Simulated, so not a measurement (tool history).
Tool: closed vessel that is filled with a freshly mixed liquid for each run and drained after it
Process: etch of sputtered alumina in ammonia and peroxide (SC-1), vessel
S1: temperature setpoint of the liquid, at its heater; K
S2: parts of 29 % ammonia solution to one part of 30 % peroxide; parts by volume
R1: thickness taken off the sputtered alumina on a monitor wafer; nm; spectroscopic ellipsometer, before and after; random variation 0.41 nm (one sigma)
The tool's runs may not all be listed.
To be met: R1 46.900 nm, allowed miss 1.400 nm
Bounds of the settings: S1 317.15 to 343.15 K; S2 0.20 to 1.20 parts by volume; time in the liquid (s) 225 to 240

run 1 day=0.000 | S1=333.15 S2=0.85 time_in_the_liquid_(s)=225 | R1=27.329
run 2 day=0.108 | S1=328.65 S2=0.85 time_in_the_liquid_(s)=225 | R1=21.704
run 3 day=0.388 | S1=331.15 S2=0.85 time_in_the_liquid_(s)=225 | R1=25.050
run 4 day=0.475 | S1=333.15 S2=0.85 time_in_the_liquid_(s)=225 | R1=27.852
run 5 day=0.862 | S1=334.65 S2=0.85 time_in_the_liquid_(s)=225 | R1=29.660
run 6 day=1.104 | S1=334.65 S2=0.60 time_in_the_liquid_(s)=225 | R1=28.692
run 7 day=1.283 | S1=336.15 S2=0.65 time_in_the_liquid_(s)=225 | R1=31.329
run 8 day=1.338 | S1=337.65 S2=0.65 time_in_the_liquid_(s)=225 | R1=34.192
run 9 day=1.633 | S1=338.65 S2=0.65 time_in_the_liquid_(s)=225 | R1=35.450

Which of these 5 next moves meets every target?
run A day=1.929 | S1=342.65 S2=0.85 time_in_the_liquid_(s)=235 | R1=?
run B day=1.929 | S1=341.15 S2=0.90 time_in_the_liquid_(s)=240 | R1=?
run C day=1.929 | S1=341.65 S2=0.80 time_in_the_liquid_(s)=230 | R1=?
run D day=1.929 | S1=332.65 S2=0.75 time_in_the_liquid_(s)=225 | R1=?
run E day=1.929 | S1=334.65 S2=0.60 time_in_the_liquid_(s)=225 | R1=?

move=A R1=46.595
move=B R1=44.494
move=C R1=43.205
move=D R1=26.794
move=E R1=29.061
A: meets every target
B: nearer than the last run, and not there yet
C: nearer than the last run, and not there yet
D: further off than the last run
E: further off than the last run
Answer: A

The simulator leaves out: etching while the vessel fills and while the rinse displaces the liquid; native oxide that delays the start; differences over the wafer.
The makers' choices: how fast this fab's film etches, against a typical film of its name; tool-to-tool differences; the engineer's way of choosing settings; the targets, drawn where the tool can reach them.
